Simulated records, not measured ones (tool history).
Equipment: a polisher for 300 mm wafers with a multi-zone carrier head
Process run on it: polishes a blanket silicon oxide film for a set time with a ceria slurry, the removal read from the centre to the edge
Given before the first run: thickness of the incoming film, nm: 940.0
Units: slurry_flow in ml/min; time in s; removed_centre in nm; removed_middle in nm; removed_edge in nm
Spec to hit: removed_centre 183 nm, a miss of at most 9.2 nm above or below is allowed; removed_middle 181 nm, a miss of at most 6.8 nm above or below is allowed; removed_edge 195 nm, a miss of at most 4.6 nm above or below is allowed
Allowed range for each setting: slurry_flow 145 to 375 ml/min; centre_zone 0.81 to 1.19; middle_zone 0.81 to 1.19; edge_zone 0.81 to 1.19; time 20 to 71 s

{"run": 1, "hour": 0.0, "slurry_flow": 240, "centre_zone": 1, "middle_zone": 1, "edge_zone": 1, "time": 45, "removed_centre": 264.79, "removed_middle": 261.99, "removed_edge": 270.43}
{"run": 2, "hour": 3.2, "slurry_flow": 240, "centre_zone": 1, "middle_zone": 0.94, "edge_zone": 1, "time": 45, "removed_centre": 263.09, "removed_middle": 251.3, "removed_edge": 270.29}
{"run": 3, "hour": 5.4, "slurry_flow": 240, "centre_zone": 1, "middle_zone": 0.94, "edge_zone": 1, "time": 34, "removed_centre": 198, "removed_middle": 192.38, "removed_edge": 204.18}
{"run": 4, "hour": 9.0, "slurry_flow": 240, "centre_zone": 1.06, "middle_zone": 0.94, "edge_zone": 1, "time": 34, "removed_centre": 216.41, "removed_middle": 188.51, "removed_edge": 203.72}
{"run": 5, "hour": 14.9, "slurry_flow": 235, "centre_zone": 1.05, "middle_zone": 0.93, "edge_zone": 1, "time": 34, "removed_centre": 210.36, "removed_middle": 190.94, "removed_edge": 203.51}
{"run": 6, "hour": 23.1, "slurry_flow": 235, "centre_zone": 1.05, "middle_zone": 0.93, "edge_zone": 1, "time": 45, "removed_centre": 279.84, "removed_middle": 247.31, "removed_edge": 268.66}
{"run": 7, "hour": 28.8, "slurry_flow": 230, "centre_zone": 1.04, "middle_zone": 0.92, "edge_zone": 0.99, "time": 44, "removed_centre": 270.71, "removed_middle": 235.48, "removed_edge": 260.22}
{"run": 8, "hour": 35.9, "slurry_flow": 225, "centre_zone": 1.02, "middle_zone": 0.92, "edge_zone": 0.98, "time": 43, "removed_centre": 261.89, "removed_middle": 233.89, "removed_edge": 257.34}
{"run": 9, "hour": 39.9, "slurry_flow": 225, "centre_zone": 1.01, "middle_zone": 0.92, "edge_zone": 0.98, "time": 42, "removed_centre": 248.44, "removed_middle": 234.23, "removed_edge": 249.8}
{"run": 10, "hour": 46.9, "slurry_flow": 180, "centre_zone": 0.92, "middle_zone": 0.82, "edge_zone": 0.88, "time": 32, "removed_centre": 167.62, "removed_middle": 150.81, "removed_edge": 176.04}
{"run": 11, "hour": 55.7, "slurry_flow": 190, "centre_zone": 0.92, "middle_zone": 0.83, "edge_zone": 0.89, "time": 32, "removed_centre": 168.26, "removed_middle": 156.68, "removed_edge": 178.82}
{"run": 12, "hour": 58.6, "slurry_flow": 200, "centre_zone": 0.92, "middle_zone": 0.84, "edge_zone": 0.9, "time": 32, "removed_centre": 170.03, "removed_middle": 158.68, "removed_edge": 180.71}
{"run": 13, "hour": 66.2, "slurry_flow": 210, "centre_zone": 0.92, "middle_zone": 0.85, "edge_zone": 0.91, "time": 32, "removed_centre": 174.86, "removed_middle": 159.82, "removed_edge": 178.67}
{"run": 14, "hour": 69.2, "slurry_flow": 210, "centre_zone": 0.93, "middle_zone": 0.86, "edge_zone": 0.92, "time": 32, "removed_centre": 167.37, "removed_middle": 164.36, "removed_edge": 182.6}
{"run": 15, "hour": 71.5, "slurry_flow": 280, "centre_zone": 1.03, "middle_zone": 0.89, "edge_zone": 0.93, "time": 33, "removed_centre": 205.12, "removed_middle": 180.39, "removed_edge": 193.9}
{"run": 16, "hour": 73.9, "slurry_flow": 280, "centre_zone": 1.02, "middle_zone": 0.89, "edge_zone": 0.93, "time": 33, "removed_centre": 205.66, "removed_middle": 179.39, "removed_edge": 192.21}
{"run": 17, "hour": 76.9, "slurry_flow": 280, "centre_zone": 1.01, "middle_zone": 0.89, "edge_zone": 0.94, "time": 33, "removed_centre": 199.82, "removed_middle": 176.22, "removed_edge": 195.26}
{"run": 18, "hour": 78.7, "slurry_flow": 280, "centre_zone": 1, "middle_zone": 0.89, "edge_zone": 0.94, "time": 33, "removed_centre": 198.03, "removed_middle": 178.9, "removed_edge": 194.39}
{"run": 19, "hour": 81.4, "slurry_flow": 280, "centre_zone": 0.99, "middle_zone": 0.89, "edge_zone": 0.94, "time": 33, "removed_centre": 198.34, "removed_middle": 178.78, "removed_edge": 194.73}

5 next moves are on the table. One of them brings every result within its allowed miss. Which?
{"run": "A", "hour": 84.1, "slurry_flow": 275, "centre_zone": 1.09, "middle_zone": 0.95, "edge_zone": 0.95, "time": 32, "removed_centre": "?", "removed_middle": "?", "removed_edge": "?"}
{"run": "B", "hour": 84.1, "slurry_flow": 265, "centre_zone": 0.94, "middle_zone": 0.91, "edge_zone": 0.99, "time": 31, "removed_centre": "?", "removed_middle": "?", "removed_edge": "?"}
{"run": "C", "hour": 84.1, "slurry_flow": 275, "centre_zone": 0.87, "middle_zone": 0.86, "edge_zone": 1, "time": 32, "removed_centre": "?", "removed_middle": "?", "removed_edge": "?"}
{"run": "D", "hour": 84.1, "slurry_flow": 280, "centre_zone": 0.94, "middle_zone": 0.93, "edge_zone": 0.99, "time": 32, "removed_centre": "?", "removed_middle": "?", "removed_edge": "?"}
{"run": "E", "hour": 84.1, "slurry_flow": 200, "centre_zone": 0.87, "middle_zone": 0.88, "edge_zone": 0.98, "time": 33, "removed_centre": "?", "removed_middle": "?", "removed_edge": "?"}

move=A removed_centre=210.94 removed_middle=182.46 removed_edge=192.17
move=B removed_centre=175.21 removed_middle=169.97 removed_edge=189.39
move=C removed_centre=167.96 removed_middle=168.17 removed_edge=197.17
move=D removed_centre=182.06 removed_middle=179.71 removed_edge=196.31
move=E removed_centre=165.84 removed_middle=169.97 removed_edge=195.49
A: further off than the last run
B: the worst result of the last run now meets its target, but another is out of spec
C: carries the result that was furthest off beyond its target, to the other side
D: every result lands within tolerance
E: carries the result that was furthest off beyond its target, to the other side
Answer: D
